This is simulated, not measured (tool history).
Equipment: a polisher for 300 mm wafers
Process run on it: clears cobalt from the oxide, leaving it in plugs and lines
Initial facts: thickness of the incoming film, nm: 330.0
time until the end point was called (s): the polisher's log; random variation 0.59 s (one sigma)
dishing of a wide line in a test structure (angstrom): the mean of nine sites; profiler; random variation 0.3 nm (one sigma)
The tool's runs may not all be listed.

run	day	flow of slurry (ml/min)	pressure of the wafer on the pad (kPa)	speed of the pad under the wafer (cm/s)	overpolish time after the end point (s)	time until the end point was called (s)	dishing of a wide line in a test structure (angstrom)
1	0.000	290	17.2	80	11	58.819	236.47
2	0.271	290	17.2	66	11	69.636	226.70
3	0.454	350	17.2	66	11	69.064	227.31
4	0.804	350	17.2	84	11	55.227	240.56
5	0.888	350	16.5	84	10	56.978	233.46
6	1.062	320	16.5	84	10	57.576	232.97
7	1.167	320	16.5	84	9	58.438	227.20

Run 8 is up next; what results do you expect?
8	1.292	315	14.5	84	3	?	?

time until the end point was called (s): 65.493
dishing of a wide line in a test structure (angstrom): 108.81
